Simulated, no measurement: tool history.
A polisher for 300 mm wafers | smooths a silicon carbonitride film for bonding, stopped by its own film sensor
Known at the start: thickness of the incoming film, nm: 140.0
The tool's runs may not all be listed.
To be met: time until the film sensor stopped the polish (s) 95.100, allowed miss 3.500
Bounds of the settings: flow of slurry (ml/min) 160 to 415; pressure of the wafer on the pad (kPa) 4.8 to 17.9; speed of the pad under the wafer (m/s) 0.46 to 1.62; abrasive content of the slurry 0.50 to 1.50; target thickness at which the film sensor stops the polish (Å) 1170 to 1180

run,hour,flow of slurry (ml/min),pressure of the wafer on the pad (kPa),speed of the pad under the wafer (m/s),abrasive content of the slurry,target thickness at which the film sensor stops the polish (Å),time until the film sensor stopped the polish (s)
1,0.0,265,11.0,1.04,1.00,1180,112.290
2,0.9,325,11.0,1.04,1.00,1180,109.480
3,3.7,325,11.0,1.04,0.80,1180,116.830
4,12.4,325,11.7,1.04,0.80,1180,112.500
5,13.9,325,9.7,1.04,0.80,1180,129.290
6,22.4,325,10.3,1.04,0.80,1180,122.670
7,28.0,325,11.0,1.04,0.80,1180,117.860
8,35.9,325,11.7,1.04,0.80,1180,112.030
9,43.4,325,12.4,1.04,0.80,1180,106.360

4 next moves are on the table. One of them brings every result within its allowed miss. Which?
A,50.9,385,13.8,1.12,0.85,1170,?
B,50.9,320,13.1,0.98,0.85,1180,?
C,50.9,340,13.1,1.02,0.60,1170,?
D,50.9,245,13.1,1.02,0.85,1180,?

move,time until the film sensor stopped the polish (s)
A,91.696
B,103.180
C,113.720
D,102.780
A: meets every target
B: nearer than the last run, and not there yet
C: further off than the last run
D: nearer than the last run, and not there yet
The right move is A.
